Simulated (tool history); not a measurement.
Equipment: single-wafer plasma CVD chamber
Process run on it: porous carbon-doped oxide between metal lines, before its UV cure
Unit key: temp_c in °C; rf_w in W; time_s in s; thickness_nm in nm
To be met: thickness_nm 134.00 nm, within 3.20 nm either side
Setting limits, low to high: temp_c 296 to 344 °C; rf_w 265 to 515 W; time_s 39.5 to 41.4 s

run,hour,temp_c,rf_w,time_s,thickness_nm
1,0.0,320,390,41.4,167.81
2,3.0,325,370,41.2,158.46
3,11.0,325,370,39.5,150.52
4,13.2,329,360,39.5,144.03
5,18.6,322,360,39.5,149.38
6,20.5,326,355,39.5,144.45
7,21.5,329,350,39.5,141.33
8,29.0,331,345,39.5,138.46

5 candidate next runs follow, results not yet known. Just one meets every target within its allowed miss. Identify it.
A,36.5,319,320,41.4,?
B,36.5,338,370,40.2,?
C,36.5,331,305,39.5,?
D,36.5,341,350,39.5,?
E,36.5,343,345,41.4,?

move,thickness_nm
A,144.61
B,144.39
C,126.60
D,134.62
E,138.36
A: the biggest miss grows against the last run
B: the biggest miss grows against the last run
C: takes the result that was furthest off past its target
D: in spec on every target
E: about as far from the targets as the last run
Move D is the one to make.
